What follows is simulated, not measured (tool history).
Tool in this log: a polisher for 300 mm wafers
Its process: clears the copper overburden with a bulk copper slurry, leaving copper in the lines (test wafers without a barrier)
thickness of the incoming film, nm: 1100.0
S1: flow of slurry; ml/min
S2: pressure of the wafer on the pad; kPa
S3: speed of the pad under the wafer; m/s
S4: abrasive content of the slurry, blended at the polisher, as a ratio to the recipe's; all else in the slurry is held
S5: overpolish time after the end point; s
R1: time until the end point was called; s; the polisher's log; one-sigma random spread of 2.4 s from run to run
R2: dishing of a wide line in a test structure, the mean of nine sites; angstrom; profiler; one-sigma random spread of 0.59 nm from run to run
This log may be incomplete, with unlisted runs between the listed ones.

Run 1, day 0.000: S1 195 ml/min, S2 20.0 kPa, S3 0.92 m/s, S4 1.00, S5 26 s. Result: R1 162.50 s, R2 913.20 angstrom.
Run 2, day 0.333: S1 195 ml/min, S2 18.6 kPa, S3 0.94 m/s, S4 1.00, S5 24 s. Result: R1 173.16 s, R2 819.22 angstrom.
Run 3, day 0.504: S1 195 ml/min, S2 22.8 kPa, S3 0.94 m/s, S4 1.00, S5 24 s. Result: R1 142.62 s, R2 924.27 angstrom.
Run 4, day 0.800: S1 185 ml/min, S2 21.4 kPa, S3 0.98 m/s, S4 0.95, S5 22 s. Result: R1 148.34 s, R2 854.86 angstrom.
Run 5, day 1.012: S1 175 ml/min, S2 20.0 kPa, S3 1.02 m/s, S4 0.90, S5 20 s. Result: R1 152.40 s, R2 824.16 angstrom.
At day 1.108: slurry nozzle cleaned.
Run 6, day 1.108: S1 190 ml/min, S2 18.6 kPa, S3 1.02 m/s, S4 0.95, S5 19 s. Result: R1 155.52 s, R2 771.92 angstrom.
Run 7, day 1.204: S1 205 ml/min, S2 17.2 kPa, S3 1.00 m/s, S4 1.00, S5 18 s. Result: R1 168.50 s, R2 705.64 angstrom.

Run 8 comes next. What will it give?
Run 8, day 1.512: S1 215 ml/min, S2 16.5 kPa, S3 1.00 m/s, S4 1.05, S5 17 s. Result: R1 ?, R2 ?.

{"run 8": {"R1": 174.17, "R2": 675.5}}

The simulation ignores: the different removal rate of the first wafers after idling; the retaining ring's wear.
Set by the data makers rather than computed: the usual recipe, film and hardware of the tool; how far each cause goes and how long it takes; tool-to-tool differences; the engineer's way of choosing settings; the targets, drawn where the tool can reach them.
